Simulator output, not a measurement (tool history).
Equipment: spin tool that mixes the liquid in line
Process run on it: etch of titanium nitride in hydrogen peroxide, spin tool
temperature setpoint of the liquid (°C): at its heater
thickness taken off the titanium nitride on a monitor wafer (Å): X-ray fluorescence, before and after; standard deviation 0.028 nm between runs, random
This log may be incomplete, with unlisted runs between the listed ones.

| run | hour | temperature setpoint of the liquid (°C) | concentration of hydrogen peroxide in the mixed liquid (% by weight) | time under the liquid (s) | thickness taken off the titanium nitride on a monitor wafer (Å) |
|---|---|---|---|---|---|
| 1 | 0 | 44 | 21 | 90 | 23.693 |
| 2 | 4.6 | 45 | 21 | 90 | 25.23 |
| 3 | 11.1 | 46 | 21 | 90 | 26.916 |
| 4 | 17.2 | 46 | 21 | 90 | 27.256 |
| 5 | 20.6 | 50.5 | 21 | 90 | 38.391 |
| 6 | 29.1 | 49.5 | 21 | 90 | 35.438 |
| 7 | 32.4 | 49 | 21 | 90 | 34.549 |

Run 8 comes next. What will it give?
| 8 | 40.5 | 48.5 | 21 | 90 | ? |

{"run 8": {"thickness taken off the titanium nitride on a monitor wafer (Å)": 32.785}}
